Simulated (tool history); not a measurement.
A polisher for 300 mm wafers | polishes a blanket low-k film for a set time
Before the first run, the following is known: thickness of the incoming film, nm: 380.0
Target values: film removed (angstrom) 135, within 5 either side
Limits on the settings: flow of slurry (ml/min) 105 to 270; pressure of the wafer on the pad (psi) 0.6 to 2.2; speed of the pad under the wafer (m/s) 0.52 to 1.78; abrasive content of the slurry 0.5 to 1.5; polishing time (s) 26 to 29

run	day	flow of slurry (ml/min)	pressure of the wafer on the pad (psi)	speed of the pad under the wafer (m/s)	abrasive content of the slurry	polishing time (s)	film removed (angstrom)
1	0	175	1.4	1.14	1	29	95.486
2	0.2	180	1.6	1.14	1	29	107.23
3	0.262	180	1.7	1.14	1	29	113.28
4	0.304	180	1.8	1.14	1	29	122.6
5	0.612	180	1.4	1.14	1	29	94.335
6	0.967	180	1.4	1.14	1.1	29	100.26
7	1.312	180	1.6	1.14	1.1	29	112.96
8	1.408	180	1.7	1.14	1.1	29	117.42
9	1.675	180	1.8	1.14	1.1	29	126.98

Which of these 4 next moves meets every target?
A	1.942	160	2.1	1.02	1.2	27	?
B	1.942	195	1.8	1.14	1.2	27	?
C	1.942	180	1.7	1.16	1.4	27	?
D	1.942	255	1.9	1.16	1.25	27	?

move	film removed (angstrom)
A	125.55
B	121.89
C	121.36
D	136.59
A: misses by more than the last run did
B: misses by more than the last run did
C: misses by more than the last run did
D: each result inside its tolerance
Correct choice: D, which meets every target
